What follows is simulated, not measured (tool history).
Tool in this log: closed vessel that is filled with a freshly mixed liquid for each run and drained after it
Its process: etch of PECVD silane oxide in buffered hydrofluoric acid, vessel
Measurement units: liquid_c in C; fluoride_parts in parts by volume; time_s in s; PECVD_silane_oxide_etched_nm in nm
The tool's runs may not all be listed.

{"run": 1, "hour": 0.0, "liquid_c": 23, "fluoride_parts": 10, "time_s": 95, "PECVD_silane_oxide_etched_nm": 183.27}
{"run": 2, "hour": 6.3, "liquid_c": 23, "fluoride_parts": 7.5, "time_s": 95, "PECVD_silane_oxide_etched_nm": 241.76}
{"run": 3, "hour": 12.7, "liquid_c": 23, "fluoride_parts": 5, "time_s": 95, "PECVD_silane_oxide_etched_nm": 343.67}
{"run": 4, "hour": 20.5, "liquid_c": 26, "fluoride_parts": 5, "time_s": 95, "PECVD_silane_oxide_etched_nm": 406.21}
{"run": 5, "hour": 26.9, "liquid_c": 28, "fluoride_parts": 5, "time_s": 95, "PECVD_silane_oxide_etched_nm": 453.97}
{"run": 6, "hour": 29.6, "liquid_c": 25, "fluoride_parts": 6, "time_s": 95, "PECVD_silane_oxide_etched_nm": 329.27}

Run 7 has not been measured yet. What should we expect?
{"run": 7, "hour": 37.5, "liquid_c": 23, "fluoride_parts": 6.5, "time_s": 95, "PECVD_silane_oxide_etched_nm": "?"}

{"run 7": {"PECVD_silane_oxide_etched_nm": 276.29}}

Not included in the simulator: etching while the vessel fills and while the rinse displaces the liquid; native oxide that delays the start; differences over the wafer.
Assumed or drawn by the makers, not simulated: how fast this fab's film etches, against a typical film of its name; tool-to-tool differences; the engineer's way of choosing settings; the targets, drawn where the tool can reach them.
